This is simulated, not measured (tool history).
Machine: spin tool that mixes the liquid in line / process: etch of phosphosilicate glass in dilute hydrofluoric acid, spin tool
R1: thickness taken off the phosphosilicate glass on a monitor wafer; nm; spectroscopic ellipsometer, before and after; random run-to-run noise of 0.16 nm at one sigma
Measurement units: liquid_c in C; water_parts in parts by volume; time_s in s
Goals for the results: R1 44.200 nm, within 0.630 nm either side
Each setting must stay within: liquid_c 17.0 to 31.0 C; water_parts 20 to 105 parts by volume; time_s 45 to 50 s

{"run": 1, "day": 0.0, "liquid_c": 23.0, "water_parts": 55, "time_s": 45, "R1": 97.927}
{"run": 2, "day": 0.096, "liquid_c": 21.0, "water_parts": 65, "time_s": 45, "R1": 76.011}
{"run": 3, "day": 0.208, "liquid_c": 20.0, "water_parts": 70, "time_s": 45, "R1": 67.225}
{"run": 4, "day": 0.371, "liquid_c": 22.5, "water_parts": 70, "time_s": 45, "R1": 74.081}
{"run": 5, "day": 0.467, "liquid_c": 21.5, "water_parts": 70, "time_s": 45, "R1": 71.159}
{"run": 6, "day": 0.492, "liquid_c": 20.0, "water_parts": 70, "time_s": 45, "R1": 66.781}
{"run": 7, "day": 0.779, "liquid_c": 19.0, "water_parts": 75, "time_s": 45, "R1": 59.705}
{"run": 8, "day": 1.133, "liquid_c": 18.5, "water_parts": 80, "time_s": 45, "R1": 54.391}
{"run": 9, "day": 1.221, "liquid_c": 18.0, "water_parts": 85, "time_s": 45, "R1": 50.047}
{"run": 10, "day": 1.292, "liquid_c": 17.0, "water_parts": 90, "time_s": 45, "R1": 45.279}
{"run": 11, "day": 1.454, "liquid_c": 17.5, "water_parts": 90, "time_s": 45, "R1": 46.226}
{"run": 12, "day": 1.546, "liquid_c": 17.0, "water_parts": 90, "time_s": 45, "R1": 45.01}
{"run": 13, "day": 1.575, "liquid_c": 17.5, "water_parts": 90, "time_s": 45, "R1": 46.031}
{"run": 14, "day": 1.608, "liquid_c": 17.0, "water_parts": 90, "time_s": 45, "R1": 45.325}
{"run": 15, "day": 1.65, "liquid_c": 17.5, "water_parts": 90, "time_s": 45, "R1": 45.992}
{"run": 16, "day": 1.958, "liquid_c": 17.0, "water_parts": 90, "time_s": 45, "R1": 45.078}
{"run": 17, "day": 2.3, "liquid_c": 17.5, "water_parts": 90, "time_s": 45, "R1": 45.939}
{"run": 18, "day": 2.65, "liquid_c": 17.0, "water_parts": 90, "time_s": 45, "R1": 44.935}
{"run": 19, "day": 2.825, "liquid_c": 17.0, "water_parts": 90, "time_s": 45, "R1": 44.986}

Which one of the following 4 next-run settings gets every result inside its allowed miss? There is exactly one.
{"run": "A", "day": 3.0, "liquid_c": 19.0, "water_parts": 105, "time_s": 50, "R1": "?"}
{"run": "B", "day": 3.0, "liquid_c": 17.0, "water_parts": 95, "time_s": 45, "R1": "?"}
{"run": "C", "day": 3.0, "liquid_c": 17.5, "water_parts": 90, "time_s": 45, "R1": "?"}
{"run": "D", "day": 3.0, "liquid_c": 18.0, "water_parts": 95, "time_s": 45, "R1": "?"}

move=A R1=45.888
move=B R1=42.434
move=C R1=45.991
move=D R1=44.260
A: lands further from the targets than the last run did
B: moves the result that the last run missed by most past its target, out the other side
C: lands further from the targets than the last run did
D: meets every target
D meets every target.
